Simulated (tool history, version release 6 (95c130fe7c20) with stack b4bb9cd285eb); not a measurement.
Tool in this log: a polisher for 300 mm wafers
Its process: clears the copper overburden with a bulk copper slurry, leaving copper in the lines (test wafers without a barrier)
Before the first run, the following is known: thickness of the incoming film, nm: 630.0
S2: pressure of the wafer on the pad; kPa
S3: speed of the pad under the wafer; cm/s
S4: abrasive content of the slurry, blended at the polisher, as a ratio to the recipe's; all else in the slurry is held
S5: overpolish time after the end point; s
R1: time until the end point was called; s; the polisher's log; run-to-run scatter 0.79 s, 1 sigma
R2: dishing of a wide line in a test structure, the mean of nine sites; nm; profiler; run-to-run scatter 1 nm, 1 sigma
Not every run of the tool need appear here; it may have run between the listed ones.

Run 1, hour 0.0: flow of slurry (ml/min) 170, S2 20.7 kPa, S3 88 cm/s, S4 1.0, S5 16 s. Result: R1 69.192 s, R2 69.584 nm.
Run 2, hour 5.6: flow of slurry (ml/min) 170, S2 21.4 kPa, S3 88 cm/s, S4 1.0, S5 16 s. Result: R1 65.671 s, R2 71.898 nm.
Run 3, hour 13.6: flow of slurry (ml/min) 175, S2 22.8 kPa, S3 88 cm/s, S4 1.0, S5 16 s. Result: R1 62.404 s, R2 74.307 nm.
Run 4, hour 20.6: flow of slurry (ml/min) 175, S2 23.4 kPa, S3 88 cm/s, S4 1.0, S5 16 s. Result: R1 61.539 s, R2 77.829 nm.
Run 5, hour 22.5: flow of slurry (ml/min) 175, S2 23.4 kPa, S3 88 cm/s, S4 1.0, S5 22 s. Result: R1 61.434 s, R2 88.043 nm.
Run 6, hour 25.0: flow of slurry (ml/min) 175, S2 23.4 kPa, S3 88 cm/s, S4 0.8, S5 22 s. Result: R1 67.383 s, R2 85.028 nm.
Run 7, hour 31.2: flow of slurry (ml/min) 175, S2 23.4 kPa, S3 88 cm/s, S4 0.8, S5 21 s. Result: R1 65.448 s, R2 82.909 nm.
Run 8, hour 38.9: flow of slurry (ml/min) 175, S2 23.4 kPa, S3 88 cm/s, S4 0.8, S5 20 s. Result: R1 65.941 s, R2 82.755 nm.

Forecast run 9:
Run 9, hour 45.5: flow of slurry (ml/min) 175, S2 23.4 kPa, S3 88 cm/s, S4 0.8, S5 19 s. Result: R1 ?, R2 ?.

R1: 66.555 s
R2: 78.339 nm
